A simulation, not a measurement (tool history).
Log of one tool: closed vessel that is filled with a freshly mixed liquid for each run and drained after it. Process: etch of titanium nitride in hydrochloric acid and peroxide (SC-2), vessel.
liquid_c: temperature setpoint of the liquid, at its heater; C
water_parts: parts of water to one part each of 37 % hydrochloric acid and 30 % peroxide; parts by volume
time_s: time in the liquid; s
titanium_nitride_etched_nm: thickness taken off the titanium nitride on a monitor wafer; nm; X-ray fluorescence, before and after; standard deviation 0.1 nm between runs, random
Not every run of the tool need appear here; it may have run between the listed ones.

| run | hour | liquid_c | water_parts | time_s | titanium_nitride_etched_nm |
|---|---|---|---|---|---|
| 1 | 0 | 49 | 11 | 655 | 9.3547 |
| 2 | 2.2 | 49 | 9.5 | 655 | 10.609 |
| 3 | 9.7 | 44.5 | 9.5 | 655 | 7.7573 |
| 4 | 13.7 | 44.5 | 9.5 | 450 | 5.3637 |
| 5 | 15.8 | 47 | 9.5 | 450 | 6.3384 |
| 6 | 24.5 | 47 | 11 | 450 | 5.6882 |
| 7 | 32.3 | 55 | 11 | 450 | 9.6037 |
| 8 | 39.3 | 56 | 11 | 450 | 10.24 |
|  | 43.3 | chemicals flow meter replaced |
| 9 | 43.3 | 56.5 | 11 | 450 | 10.337 |
| 10 | 50.9 | 57 | 11 | 450 | 10.641 |
| 11 | 54.7 | 57 | 11 | 450 | 10.554 |

What will run 12 give?
| 12 | 60.7 | 57.5 | 11 | 450 | ? |

For run 12 the tool returned titanium_nitride_etched_nm 10.8 nm.
